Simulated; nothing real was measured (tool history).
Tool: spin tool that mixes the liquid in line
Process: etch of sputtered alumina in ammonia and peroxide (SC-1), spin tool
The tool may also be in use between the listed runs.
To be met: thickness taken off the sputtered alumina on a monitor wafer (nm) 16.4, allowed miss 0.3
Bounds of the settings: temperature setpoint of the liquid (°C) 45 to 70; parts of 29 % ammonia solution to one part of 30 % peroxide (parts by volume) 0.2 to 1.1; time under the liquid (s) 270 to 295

| run | hour | temperature setpoint of the liquid (°C) | parts of 29 % ammonia solution to one part of 30 % peroxide (parts by volume) | time under the liquid (s) | thickness taken off the sputtered alumina on a monitor wafer (nm) |
|---|---|---|---|---|---|
| 1 | 0 | 61 | 0.6 | 270 | 21.385 |
| 2 | 0.9 | 61 | 0.6 | 270 | 21.218 |
| 3 | 6.6 | 60 | 0.6 | 270 | 20.147 |
| 4 | 10.1 | 66 | 0.6 | 270 | 27.131 |
| 5 | 13.7 | 66 | 0.6 | 295 | 29.657 |
| 6 | 16 | 66 | 0.7 | 295 | 30.03 |
| 7 | 17 | 66 | 0.7 | 295 | 30.235 |
| 8 | 22.7 | 63.5 | 0.7 | 295 | 26.587 |
| 9 | 31.4 | 63.5 | 0.7 | 295 | 26.675 |
| 10 | 35.7 | 61.5 | 0.7 | 295 | 24.03 |
| 11 | 36.4 | 61.5 | 0.7 | 295 | 23.886 |
| 12 | 38.6 | 60 | 0.7 | 295 | 22.166 |
| 13 | 40.6 | 59 | 0.7 | 295 | 21.064 |
| 14 | 46.8 | 53 | 0.7 | 295 | 15.415 |
| 15 | 51.8 | 53.5 | 0.7 | 295 | 15.871 |
| 16 | 55.8 | 54.5 | 0.7 | 295 | 16.796 |

4 next moves are on the table. One of them brings every result within its allowed miss. Which?
| A | 59.8 | 55.5 | 0.7 | 285 | ? |
| B | 59.8 | 57 | 0.55 | 270 | ? |
| C | 59.8 | 56 | 0.6 | 270 | ? |
| D | 59.8 | 55.5 | 0.65 | 295 | ? |

| move | thickness taken off the sputtered alumina on a monitor wafer (nm) |
|---|---|
| A | 17.119 |
| B | 17.154 |
| C | 16.41 |
| D | 17.595 |
A: further off than the last run
B: further off than the last run
C: meets every target
D: further off than the last run
Move C is the one to make.
